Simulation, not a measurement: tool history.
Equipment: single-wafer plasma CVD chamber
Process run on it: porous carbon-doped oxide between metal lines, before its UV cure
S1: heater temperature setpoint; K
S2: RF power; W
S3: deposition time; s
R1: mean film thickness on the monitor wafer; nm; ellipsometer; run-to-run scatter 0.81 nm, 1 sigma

{"run": 1, "hour": 0.0, "S1": 558.15, "S2": 470, "S3": 18.7, "R1": 115.14}
{"run": 2, "hour": 6.2, "S1": 568.15, "S2": 470, "S3": 18.7, "R1": 108.5}
{"run": 3, "hour": 11.0, "S1": 564.15, "S2": 485, "S3": 18.7, "R1": 114.67}
{"run": 4, "hour": 14.9, "S1": 561.15, "S2": 495, "S3": 18.7, "R1": 117.2}
{"run": 5, "hour": 20.5, "S1": 558.15, "S2": 505, "S3": 18.7, "R1": 122.29}
{"run": 6, "hour": 28.1, "S1": 558.15, "S2": 505, "S3": 19.3, "R1": 124.06}
{"run": 7, "hour": 31.2, "S1": 555.15, "S2": 515, "S3": 19.3, "R1": 128.92}
{"run": 8, "hour": 37.2, "S1": 553.15, "S2": 520, "S3": 19.3, "R1": 130.61}

Run 9, settings as shown, results not yet in. Your forecast:
{"run": 9, "hour": 38.5, "S1": 551.15, "S2": 525, "S3": 19.3, "R1": "?"}

Logged for run 9: R1 135.51 nm.

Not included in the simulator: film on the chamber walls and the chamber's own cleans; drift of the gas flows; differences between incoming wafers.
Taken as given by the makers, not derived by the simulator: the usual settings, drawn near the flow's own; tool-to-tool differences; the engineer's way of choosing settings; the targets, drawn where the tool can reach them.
